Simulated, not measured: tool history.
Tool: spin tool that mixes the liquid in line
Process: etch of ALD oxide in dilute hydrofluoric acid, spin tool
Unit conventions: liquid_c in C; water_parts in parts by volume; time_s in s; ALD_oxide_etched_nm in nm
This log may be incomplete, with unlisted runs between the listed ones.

run 1 hour=0.0 | liquid_c=25.0 water_parts=210 time_s=235 | ALD_oxide_etched_nm=14.936
run 2 hour=5.9 | liquid_c=25.0 water_parts=150 time_s=235 | ALD_oxide_etched_nm=22.529
run 3 hour=11.7 | liquid_c=25.0 water_parts=195 time_s=235 | ALD_oxide_etched_nm=16.419
run 4 hour=20.0 | liquid_c=25.0 water_parts=195 time_s=235 | ALD_oxide_etched_nm=16.718
run 5 hour=21.6 | liquid_c=25.0 water_parts=195 time_s=235 | ALD_oxide_etched_nm=16.280
run 6 hour=27.5 | liquid_c=27.0 water_parts=170 time_s=235 | ALD_oxide_etched_nm=20.785

Run 7 is up next; what results do you expect?
run 7 hour=29.0 | liquid_c=28.5 water_parts=155 time_s=235 | ALD_oxide_etched_nm=?

ALD_oxide_etched_nm: 24.458 nm
